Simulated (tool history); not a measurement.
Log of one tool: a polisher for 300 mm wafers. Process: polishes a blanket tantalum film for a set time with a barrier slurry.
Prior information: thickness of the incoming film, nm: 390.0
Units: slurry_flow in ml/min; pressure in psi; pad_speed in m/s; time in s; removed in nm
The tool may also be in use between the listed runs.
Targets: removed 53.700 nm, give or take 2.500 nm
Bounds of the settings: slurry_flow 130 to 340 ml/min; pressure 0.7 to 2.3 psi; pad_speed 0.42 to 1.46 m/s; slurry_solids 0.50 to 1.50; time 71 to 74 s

run	hour	slurry_flow	pressure	pad_speed	slurry_solids	time	removed
1	0.0	220	1.5	0.94	1.00	71	71.385
2	6.7	220	1.5	0.94	1.00	71	71.473
3	7.8	220	1.5	0.94	0.90	71	69.806
4	13.8	220	1.5	0.94	1.05	71	72.422
5	22.6	220	1.5	0.94	1.15	71	75.568
# hour 28.7: slurry nozzle cleaned
6	28.7	220	1.5	0.94	1.15	71	79.433
7	37.0	220	1.3	0.94	1.15	71	67.673
8	42.6	220	1.2	0.94	1.15	71	62.235
9	46.3	220	1.1	0.94	1.15	71	58.134
10	48.1	220	1.1	0.94	1.15	71	56.684

Which single option among these 4 for the next run brings every result within its allowed miss of target? Just one does.
A	49.9	205	1.0	1.12	1.15	74	?
B	49.9	210	1.1	1.02	1.05	71	?
C	49.9	200	1.1	0.86	1.10	73	?
D	49.9	235	1.3	0.80	1.25	74	?

move	removed
A	63.835
B	61.442
C	55.783
D	65.970
A: its largest miss is bigger than the last run's
B: its largest miss is bigger than the last run's
C: hits every target within its allowed miss
D: its largest miss is bigger than the last run's
Go with C: it meets all targets.

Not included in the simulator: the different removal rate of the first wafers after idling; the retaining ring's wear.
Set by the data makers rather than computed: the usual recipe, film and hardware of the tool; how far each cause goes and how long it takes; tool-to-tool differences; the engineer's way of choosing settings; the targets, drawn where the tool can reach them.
